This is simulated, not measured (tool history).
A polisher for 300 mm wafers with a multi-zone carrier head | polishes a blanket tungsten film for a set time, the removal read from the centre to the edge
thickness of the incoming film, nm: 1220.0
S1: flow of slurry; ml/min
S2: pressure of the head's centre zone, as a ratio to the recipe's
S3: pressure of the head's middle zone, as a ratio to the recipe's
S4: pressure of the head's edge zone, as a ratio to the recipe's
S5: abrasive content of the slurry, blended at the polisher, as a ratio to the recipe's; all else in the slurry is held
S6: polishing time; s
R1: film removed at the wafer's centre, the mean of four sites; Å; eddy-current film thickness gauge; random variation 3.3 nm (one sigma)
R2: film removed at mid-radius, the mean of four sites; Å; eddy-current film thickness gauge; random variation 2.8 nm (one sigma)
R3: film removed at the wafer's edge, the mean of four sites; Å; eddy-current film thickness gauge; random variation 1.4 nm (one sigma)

run 1 hour=0.0 | S1=195 S2=1.00 S3=1.00 S4=1.00 S5=1.00 S6=45 | R1=1638.6 R2=1569.9 R3=1668.1
run 2 hour=8.2 | S1=205 S2=1.03 S3=1.03 S4=1.02 S5=1.10 S6=46 | R1=1717.6 R2=1658.4 R3=1769.2
run 3 hour=10.9 | S1=205 S2=1.03 S3=1.03 S4=1.02 S5=1.30 S6=46 | R1=1796.0 R2=1721.4 R3=1817.6
run 4 hour=12.2 | S1=205 S2=1.03 S3=1.03 S4=1.02 S5=1.30 S6=41 | R1=1583.3 R2=1517.4 R3=1629.3
run 5 hour=15.3 | S1=215 S2=1.06 S3=1.06 S4=1.02 S5=1.35 S6=43 | R1=1737.4 R2=1672.9 R3=1712.6
run 6 hour=17.1 | S1=215 S2=1.06 S3=1.06 S4=1.02 S5=1.50 S6=43 | R1=1752.7 R2=1709.5 R3=1784.8
-- hour=17.7 edge zone pressure recalibrated
run 7 hour=17.7 | S1=220 S2=1.08 S3=1.08 S4=1.04 S5=1.50 S6=44 | R1=1896.6 R2=1770.8 R3=1760.3

Forecast run 8:
run 8 hour=20.6 | S1=225 S2=1.07 S3=1.08 S4=1.04 S5=1.50 S6=46 | R1=? R2=? R3=?

Run 8 gave R1 1926.6 Å, R2 1851.5 Å, R3 1819.3 Å.
